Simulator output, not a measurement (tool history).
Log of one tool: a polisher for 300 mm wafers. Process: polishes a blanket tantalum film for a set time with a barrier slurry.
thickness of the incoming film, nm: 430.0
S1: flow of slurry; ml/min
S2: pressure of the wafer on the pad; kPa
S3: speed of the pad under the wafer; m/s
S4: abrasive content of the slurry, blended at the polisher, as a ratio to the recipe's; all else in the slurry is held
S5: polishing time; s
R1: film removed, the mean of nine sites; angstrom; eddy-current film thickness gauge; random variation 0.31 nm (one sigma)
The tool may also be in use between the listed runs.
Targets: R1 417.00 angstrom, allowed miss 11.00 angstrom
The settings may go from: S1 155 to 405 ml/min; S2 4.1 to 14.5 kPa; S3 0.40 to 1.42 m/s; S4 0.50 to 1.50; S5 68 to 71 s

run	hour	S1	S2	S3	S4	S5	R1
1	0.0	260	9.0	0.90	1.00	68	533.71
2	0.8	255	8.3	0.90	1.00	68	494.67
3	9.3	310	8.3	0.90	1.00	68	501.60
4	13.8	310	7.6	0.90	1.00	68	460.21
5	15.5	345	7.6	0.90	1.00	68	467.44
6	23.2	345	7.6	0.90	1.00	71	488.94
7	25.8	345	6.9	0.90	1.00	71	442.64
8	28.1	340	6.2	0.90	1.00	71	400.19
9	32.8	360	6.2	0.90	1.00	71	406.00

Which of these 5 next moves meets every target?
A	37.5	380	6.9	0.84	0.85	69	?
B	37.5	340	6.2	0.92	1.00	68	?
C	37.5	395	5.5	0.96	1.05	70	?
D	37.5	405	6.9	0.74	1.20	71	?
E	37.5	390	6.9	0.82	1.05	71	?

move	R1
A	390.27
B	394.98
C	388.02
D	394.83
E	418.94
A: further off than the last run
B: further off than the last run
C: further off than the last run
D: further off than the last run
E: meets every target
Answer: E
